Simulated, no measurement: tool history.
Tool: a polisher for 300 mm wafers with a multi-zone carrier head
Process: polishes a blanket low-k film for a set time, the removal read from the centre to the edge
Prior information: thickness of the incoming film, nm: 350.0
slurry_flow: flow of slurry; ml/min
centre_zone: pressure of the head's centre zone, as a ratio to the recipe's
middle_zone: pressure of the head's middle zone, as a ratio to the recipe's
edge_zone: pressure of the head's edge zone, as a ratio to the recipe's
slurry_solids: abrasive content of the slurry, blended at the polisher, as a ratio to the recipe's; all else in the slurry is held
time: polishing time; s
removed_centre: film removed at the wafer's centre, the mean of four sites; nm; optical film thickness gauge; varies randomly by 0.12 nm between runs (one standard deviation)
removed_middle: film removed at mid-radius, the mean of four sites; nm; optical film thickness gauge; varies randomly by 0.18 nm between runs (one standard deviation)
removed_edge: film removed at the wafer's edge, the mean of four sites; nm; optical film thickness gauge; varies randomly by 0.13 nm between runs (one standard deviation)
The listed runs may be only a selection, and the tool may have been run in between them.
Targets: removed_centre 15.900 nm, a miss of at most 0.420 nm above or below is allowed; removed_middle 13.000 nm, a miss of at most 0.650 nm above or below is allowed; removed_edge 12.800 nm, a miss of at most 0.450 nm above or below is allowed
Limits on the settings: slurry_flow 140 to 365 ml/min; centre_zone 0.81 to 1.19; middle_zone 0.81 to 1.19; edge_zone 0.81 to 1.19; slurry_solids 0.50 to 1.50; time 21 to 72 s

run   hour  slurry_flow  centre_zone  middle_zone  edge_zone  slurry_solids  time  removed_centre  removed_middle  removed_edge
  1    0.0          235         1.00         1.00       1.00           1.00    46          20.507          19.873        20.021
  2    3.1          235         1.07         1.00       1.00           1.00    46          21.694          20.078        20.041
  3    6.7          235         1.07         1.04       1.00           1.00    46          21.672          20.656        20.235
  4    8.1          235         1.07         1.02       0.98           0.95    45          20.683          19.845        18.768
  5   14.1          235         1.08         0.99       0.98           0.90    44          19.877          17.950        17.972
  6   15.6          235         1.08         0.99       0.98           0.70    44          16.934          15.160        15.447
  7   21.8          235         1.08         0.98       0.96           0.70    44          16.680          15.295        15.069
  8   25.2          230         1.09         0.96       0.94           0.70    44          16.782          14.907        14.996
  9   32.0          230         1.10         0.95       0.93           0.70    44          16.823          14.687        14.974
 10   36.7          230         1.11         0.95       0.92           0.70    44          17.324          14.803        14.627
 11   43.8          225         1.11         0.94       0.91           0.70    44          16.914          14.864        14.841
 12   48.2          230         1.12         0.94       0.90           0.70    44          17.337          14.235        14.417
 13   54.5          230         1.12         0.94       0.89           0.70    44          17.421          14.731        14.352
 14   62.1          230         1.12         0.93       0.88           0.70    44          17.277          14.538        14.386
 15   64.0          205         1.14         0.91       0.81           0.50    44          13.023          10.439        10.229
 16   65.8          220         1.14         0.91       0.82           0.50    44          13.143          10.583        10.452
 17   67.2          230         1.14         0.92       0.84           0.50    44          13.321          10.779        10.641
 18   73.2          230         1.14         0.92       0.84           0.50    44          13.431          10.457        10.563
 19   81.3          225         1.15         0.93       0.86           0.50    44          13.247          10.828        10.649
 20   89.5          290         1.19         0.94       0.95           0.75    44          20.152          15.378        16.070
 21   97.0          285         1.18         0.94       0.93           0.75    44          19.837          15.579        15.978
 22   98.9          275         1.17         0.94       0.92           0.75    44          19.263          15.690        15.586
 23  107.3          260         1.17         0.94       0.91           0.75    44          19.701          15.395        15.616

Which single option among these 5 for the next run brings every result within its allowed miss of target? Just one does.
  A  115.7          185         1.14         0.83       0.97           0.85    52               ?               ?             ?
  B  115.7          215         0.91         1.01       0.95           0.60    51               ?               ?             ?
  C  115.7          150         0.92         0.91       0.97           0.70    58               ?               ?             ?
  D  115.7          215         1.17         0.84       1.13           0.60    50               ?               ?             ?
  E  115.7          255         1.15         0.94       0.87           0.60    44               ?               ?             ?

move  removed_centre  removed_middle  removed_edge
   A          22.948          17.094        19.949
   B          14.336          15.485        15.295
   C          17.287          17.212        18.934
   D          18.085          13.196        16.364
   E          16.049          12.921        12.898
A: misses by more than the last run did
B: takes the result that was furthest off past its target
C: misses by more than the last run did
D: closer than the last run, but not yet in spec
E: all results land within tolerance of their targets
Answer: E

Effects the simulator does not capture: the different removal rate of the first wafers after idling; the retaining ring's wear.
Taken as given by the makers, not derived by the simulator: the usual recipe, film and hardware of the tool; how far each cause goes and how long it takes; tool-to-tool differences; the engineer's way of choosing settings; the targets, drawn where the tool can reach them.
